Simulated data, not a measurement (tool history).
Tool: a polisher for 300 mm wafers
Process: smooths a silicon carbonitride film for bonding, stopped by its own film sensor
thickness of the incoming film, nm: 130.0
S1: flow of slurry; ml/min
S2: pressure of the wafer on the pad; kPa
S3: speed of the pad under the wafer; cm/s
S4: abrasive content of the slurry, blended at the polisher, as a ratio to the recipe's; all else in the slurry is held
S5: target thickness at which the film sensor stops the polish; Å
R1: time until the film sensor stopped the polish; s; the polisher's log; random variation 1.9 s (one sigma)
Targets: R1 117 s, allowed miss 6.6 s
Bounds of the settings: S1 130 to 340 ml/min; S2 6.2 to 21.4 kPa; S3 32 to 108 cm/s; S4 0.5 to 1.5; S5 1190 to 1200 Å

run,hour,S1,S2,S3,S4,S5,R1
1,0,220,13.8,70,1,1190,77.443
2,3.3,220,16.5,70,1,1190,68.396
3,8.1,220,16.5,70,1.2,1190,61.436
4,11.4,220,16.5,70,1.35,1190,58.469
5,13.6,180,16.5,70,1.35,1190,59.896
6,21.3,180,15.2,70,1.35,1190,65.6
7,23.1,180,14.5,70,1.35,1190,67.791
8,30.1,180,13.8,70,1.35,1190,69.992
9,30.6,180,9.7,64,1.35,1190,95.464

5 next moves are on the table. One of them brings every result within its allowed miss. Which?
A,31.1,170,10.3,80,1.45,1200,?
B,31.1,135,13.1,64,1.1,1200,?
C,31.1,170,9.7,62,1.35,1190,?
D,31.1,170,14.5,68,0.9,1200,?
E,31.1,175,8.3,60,1.35,1190,?

move,R1
A,68.934
B,83.041
C,100.77
D,78.093
E,114.24
A: further off than the last run
B: further off than the last run
C: nearer than the last run, and not there yet
D: further off than the last run
E: meets every target
Answer: E

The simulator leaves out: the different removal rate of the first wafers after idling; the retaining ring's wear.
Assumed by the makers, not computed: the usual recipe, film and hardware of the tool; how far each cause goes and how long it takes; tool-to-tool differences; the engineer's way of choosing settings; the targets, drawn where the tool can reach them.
